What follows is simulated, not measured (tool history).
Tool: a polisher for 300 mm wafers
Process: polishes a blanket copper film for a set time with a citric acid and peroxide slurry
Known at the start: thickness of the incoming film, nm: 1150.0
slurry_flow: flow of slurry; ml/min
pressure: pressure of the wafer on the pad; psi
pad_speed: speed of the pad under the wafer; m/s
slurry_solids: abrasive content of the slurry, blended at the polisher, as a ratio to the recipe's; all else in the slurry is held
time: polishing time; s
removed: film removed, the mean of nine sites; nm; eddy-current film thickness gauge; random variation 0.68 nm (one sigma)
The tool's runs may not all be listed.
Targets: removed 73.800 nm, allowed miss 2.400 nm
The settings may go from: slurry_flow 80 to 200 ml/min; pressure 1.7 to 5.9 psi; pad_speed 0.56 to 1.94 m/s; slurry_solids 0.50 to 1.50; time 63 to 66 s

run 1 hour=0.0 | slurry_flow=130 pressure=3.8 pad_speed=1.24 slurry_solids=1.00 time=63 | removed=200.000
run 2 hour=4.2 | slurry_flow=130 pressure=3.8 pad_speed=1.24 slurry_solids=1.15 time=63 | removed=202.680
run 3 hour=9.7 | slurry_flow=130 pressure=3.8 pad_speed=1.36 slurry_solids=1.15 time=63 | removed=223.490
run 4 hour=14.2 | slurry_flow=125 pressure=3.2 pad_speed=1.18 slurry_solids=1.15 time=63 | removed=172.590
run 5 hour=17.9 | slurry_flow=145 pressure=3.2 pad_speed=1.18 slurry_solids=1.15 time=63 | removed=174.470
run 6 hour=18.9 | slurry_flow=145 pressure=2.8 pad_speed=1.18 slurry_solids=1.15 time=63 | removed=160.410
run 7 hour=25.6 | slurry_flow=135 pressure=2.5 pad_speed=1.00 slurry_solids=1.10 time=63 | removed=126.500
run 8 hour=34.5 | slurry_flow=110 pressure=1.7 pad_speed=0.64 slurry_solids=1.05 time=63 | removed=60.136
run 9 hour=39.7 | slurry_flow=125 pressure=1.7 pad_speed=0.64 slurry_solids=1.05 time=63 | removed=63.150
run 10 hour=47.3 | slurry_flow=135 pressure=1.7 pad_speed=0.64 slurry_solids=1.05 time=63 | removed=63.843
run 11 hour=50.8 | slurry_flow=145 pressure=1.8 pad_speed=0.64 slurry_solids=1.05 time=63 | removed=67.831
run 12 hour=53.3 | slurry_flow=150 pressure=1.8 pad_speed=0.64 slurry_solids=1.05 time=63 | removed=67.488
-- hour=57.5 head pressure recalibrated
run 13 hour=57.5 | slurry_flow=155 pressure=1.8 pad_speed=0.64 slurry_solids=1.05 time=63 | removed=63.340

5 next moves are on the table. One of them brings every result within its allowed miss. Which?
run A hour=61.7 | slurry_flow=160 pressure=1.7 pad_speed=0.60 slurry_solids=1.05 time=63 | removed=?
run B hour=61.7 | slurry_flow=150 pressure=1.7 pad_speed=0.60 slurry_solids=1.00 time=63 | removed=?
run C hour=61.7 | slurry_flow=165 pressure=1.7 pad_speed=0.78 slurry_solids=1.05 time=63 | removed=?
run D hour=61.7 | slurry_flow=155 pressure=2.9 pad_speed=0.62 slurry_solids=0.95 time=66 | removed=?
run E hour=61.7 | slurry_flow=135 pressure=1.8 pad_speed=0.56 slurry_solids=1.30 time=64 | removed=?

move=A removed=58.425
move=B removed=57.246
move=C removed=74.941
move=D removed=85.148
move=E removed=57.906
A: further off than the last run
B: further off than the last run
C: meets every target
D: takes the result that was furthest off past its target
E: further off than the last run
Answer: C
